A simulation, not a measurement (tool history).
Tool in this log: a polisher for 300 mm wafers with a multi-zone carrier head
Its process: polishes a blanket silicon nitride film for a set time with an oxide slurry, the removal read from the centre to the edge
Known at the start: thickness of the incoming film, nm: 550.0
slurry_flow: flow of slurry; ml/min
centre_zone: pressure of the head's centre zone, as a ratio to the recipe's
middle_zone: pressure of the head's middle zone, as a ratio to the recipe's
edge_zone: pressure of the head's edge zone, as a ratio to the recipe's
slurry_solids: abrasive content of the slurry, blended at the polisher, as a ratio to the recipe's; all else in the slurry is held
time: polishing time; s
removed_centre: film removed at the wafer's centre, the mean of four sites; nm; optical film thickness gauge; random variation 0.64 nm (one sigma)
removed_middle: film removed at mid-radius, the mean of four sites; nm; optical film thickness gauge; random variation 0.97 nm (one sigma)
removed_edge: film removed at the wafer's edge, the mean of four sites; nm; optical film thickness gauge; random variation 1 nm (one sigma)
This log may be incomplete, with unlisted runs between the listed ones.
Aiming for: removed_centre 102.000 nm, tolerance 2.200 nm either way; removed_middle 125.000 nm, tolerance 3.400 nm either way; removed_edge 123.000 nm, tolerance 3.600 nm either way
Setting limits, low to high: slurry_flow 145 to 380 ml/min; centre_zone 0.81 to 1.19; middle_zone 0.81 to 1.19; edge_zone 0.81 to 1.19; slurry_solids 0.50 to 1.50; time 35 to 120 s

Run 1, hour 0.0: slurry_flow 245 ml/min, centre_zone 1.00, middle_zone 1.00, edge_zone 1.00, slurry_solids 1.00, time 77 s. Result: removed_centre 89.180 nm, removed_middle 87.629 nm, removed_edge 87.636 nm.
Run 2, hour 6.7: slurry_flow 250 ml/min, centre_zone 0.98, middle_zone 1.02, edge_zone 1.04, slurry_solids 1.10, time 77 s. Result: removed_centre 92.220 nm, removed_middle 95.001 nm, removed_edge 95.076 nm.
Run 3, hour 13.6: slurry_flow 260 ml/min, centre_zone 0.97, middle_zone 1.04, edge_zone 1.07, slurry_solids 1.15, time 77 s. Result: removed_centre 92.840 nm, removed_middle 98.249 nm, removed_edge 97.838 nm.
Run 4, hour 20.9: slurry_flow 260 ml/min, centre_zone 0.90, middle_zone 1.04, edge_zone 1.07, slurry_solids 1.15, time 77 s. Result: removed_centre 87.541 nm, removed_middle 100.360 nm, removed_edge 97.409 nm.
Run 5, hour 22.4: slurry_flow 260 ml/min, centre_zone 0.90, middle_zone 1.05, edge_zone 1.09, slurry_solids 1.25, time 77 s. Result: removed_centre 89.145 nm, removed_middle 103.820 nm, removed_edge 103.040 nm.
Run 6, hour 28.8: slurry_flow 235 ml/min, centre_zone 0.90, middle_zone 1.05, edge_zone 1.09, slurry_solids 1.25, time 77 s. Result: removed_centre 89.101 nm, removed_middle 102.340 nm, removed_edge 102.190 nm.
Run 7, hour 35.8: slurry_flow 305 ml/min, centre_zone 0.91, middle_zone 1.12, edge_zone 1.19, slurry_solids 1.50, time 77 s. Result: removed_centre 99.888 nm, removed_middle 119.880 nm, removed_edge 118.310 nm.
Run 8, hour 37.7: slurry_flow 310 ml/min, centre_zone 0.91, middle_zone 1.12, edge_zone 1.19, slurry_solids 1.50, time 78 s. Result: removed_centre 100.190 nm, removed_middle 122.130 nm, removed_edge 117.780 nm.

Exactly one of the 5 candidate moves below puts every result within its allowed miss. Which one?
Run A, hour 39.6: slurry_flow 270 ml/min, centre_zone 0.96, middle_zone 1.08, edge_zone 1.19, slurry_solids 1.50, time 78 s. Result: removed_centre ?, removed_middle ?, removed_edge ?.
Run B, hour 39.6: slurry_flow 235 ml/min, centre_zone 0.89, middle_zone 1.12, edge_zone 1.18, slurry_solids 1.50, time 83 s. Result: removed_centre ?, removed_middle ?, removed_edge ?.
Run C, hour 39.6: slurry_flow 290 ml/min, centre_zone 0.94, middle_zone 1.17, edge_zone 1.15, slurry_solids 1.45, time 78 s. Result: removed_centre ?, removed_middle ?, removed_edge ?.
Run D, hour 39.6: slurry_flow 325 ml/min, centre_zone 0.93, middle_zone 1.18, edge_zone 1.13, slurry_solids 1.45, time 78 s. Result: removed_centre ?, removed_middle ?, removed_edge ?.
Run E, hour 39.6: slurry_flow 335 ml/min, centre_zone 0.92, middle_zone 1.19, edge_zone 1.09, slurry_solids 1.50, time 79 s. Result: removed_centre ?, removed_middle ?, removed_edge ?.

move  removed_centre  removed_middle  removed_edge
   A         104.810         115.700       117.930
   B         101.500         124.960       123.290
   C         102.260         123.330       114.910
   D         102.430         125.650       114.840
   E         104.260         130.210       115.900
A: moves away from the targets compared with the last run
B: hits every target within its allowed miss
C: moves away from the targets compared with the last run
D: moves away from the targets compared with the last run
E: moves away from the targets compared with the last run
The right move is B.
